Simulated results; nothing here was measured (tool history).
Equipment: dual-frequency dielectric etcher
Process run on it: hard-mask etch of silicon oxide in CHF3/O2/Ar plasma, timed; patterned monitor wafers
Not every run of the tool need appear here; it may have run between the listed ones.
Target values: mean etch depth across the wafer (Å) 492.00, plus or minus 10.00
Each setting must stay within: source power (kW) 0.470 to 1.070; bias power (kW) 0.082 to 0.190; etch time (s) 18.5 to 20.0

| run | hour | source power (kW) | bias power (kW) | etch time (s) | mean etch depth across the wafer (Å) |
|---|---|---|---|---|---|
| 1 | 0.0 | 0.770 | 0.136 | 20.0 | 414.64 |
| 2 | 0.9 | 0.800 | 0.138 | 20.0 | 424.49 |
| 3 | 8.9 | 0.800 | 0.138 | 18.5 | 390.98 |
| 4 | 13.9 | 0.800 | 0.153 | 18.5 | 411.13 |
| 5 | 21.4 | 0.830 | 0.156 | 18.5 | 423.13 |
| 6 | 23.2 | 0.830 | 0.172 | 18.5 | 437.91 |
| 7 | 25.2 | 0.850 | 0.173 | 18.5 | 446.72 |
| 8 | 34.2 | 0.870 | 0.174 | 18.5 | 447.53 |
| 9 | 38.3 | 0.870 | 0.174 | 18.5 | 452.54 |

Below are 5 possible settings for the next run. Only one of them brings all results inside the allowed miss of their targets. Which is it?
| A | 42.4 | 0.820 | 0.166 | 20.0 | ? |
| B | 42.4 | 0.960 | 0.147 | 20.0 | ? |
| C | 42.4 | 0.920 | 0.137 | 18.5 | ? |
| D | 42.4 | 0.820 | 0.178 | 19.5 | ? |
| E | 42.4 | 0.860 | 0.180 | 20.0 | ? |

| move | mean etch depth across the wafer (Å) |
|---|---|
| A | 468.31 |
| B | 472.64 |
| C | 416.16 |
| D | 471.16 |
| E | 495.05 |
A: moves toward the targets from the last run without getting all of them in spec
B: moves toward the targets from the last run without getting all of them in spec
C: lands further from the targets than the last run did
D: moves toward the targets from the last run without getting all of them in spec
E: all results land within tolerance of their targets
E meets every target.

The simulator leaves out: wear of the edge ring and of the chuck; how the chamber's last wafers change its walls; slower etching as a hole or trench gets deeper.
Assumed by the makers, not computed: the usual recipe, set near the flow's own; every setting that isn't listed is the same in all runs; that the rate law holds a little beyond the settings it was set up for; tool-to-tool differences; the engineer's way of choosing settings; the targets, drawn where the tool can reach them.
